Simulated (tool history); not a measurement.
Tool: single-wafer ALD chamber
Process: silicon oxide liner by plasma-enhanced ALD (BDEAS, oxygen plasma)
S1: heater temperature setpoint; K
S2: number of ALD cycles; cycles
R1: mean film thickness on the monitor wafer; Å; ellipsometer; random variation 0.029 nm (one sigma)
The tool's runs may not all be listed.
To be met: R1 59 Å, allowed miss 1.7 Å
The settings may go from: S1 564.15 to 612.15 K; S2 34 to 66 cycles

Run 1, day 0: S1 588.15 K, S2 50 cycles. Result: R1 48.833 Å.
Run 2, day 0.296: S1 582.15 K, S2 50 cycles. Result: R1 49.378 Å.
Run 3, day 0.654: S1 581.15 K, S2 53 cycles. Result: R1 52.855 Å.
Run 4, day 0.825: S1 581.15 K, S2 49 cycles. Result: R1 48.771 Å.
Run 5, day 0.867: S1 590.15 K, S2 49 cycles. Result: R1 48.141 Å.
Run 6, day 1.038: S1 599.15 K, S2 49 cycles. Result: R1 47.082 Å.
Run 7, day 1.354: S1 599.15 K, S2 49 cycles. Result: R1 47.111 Å.
Run 8, day 1.488: S1 598.15 K, S2 52 cycles. Result: R1 50.538 Å.
Run 9, day 1.758: S1 598.15 K, S2 54 cycles. Result: R1 51.999 Å.
Run 10, day 1.912: S1 598.15 K, S2 56 cycles. Result: R1 53.625 Å.
Run 11, day 2.192: S1 598.15 K, S2 58 cycles. Result: R1 55.828 Å.
Run 12, day 2.238: S1 598.15 K, S2 59 cycles. Result: R1 56.994 Å.

Which of these 5 next moves meets every target?
Run A, day 2.283: S1 599.15 K, S2 56 cycles. Result: R1 ?.
Run B, day 2.283: S1 603.15 K, S2 57 cycles. Result: R1 ?.
Run C, day 2.283: S1 602.15 K, S2 61 cycles. Result: R1 ?.
Run D, day 2.283: S1 594.15 K, S2 57 cycles. Result: R1 ?.
Run E, day 2.283: S1 597.15 K, S2 56 cycles. Result: R1 ?.

move      R1
   A   54.61
   B  55.216
   C   59.19
   D  56.045
   E  54.791
A: further off than the last run
B: further off than the last run
C: meets every target
D: further off than the last run
E: further off than the last run
Answer: C

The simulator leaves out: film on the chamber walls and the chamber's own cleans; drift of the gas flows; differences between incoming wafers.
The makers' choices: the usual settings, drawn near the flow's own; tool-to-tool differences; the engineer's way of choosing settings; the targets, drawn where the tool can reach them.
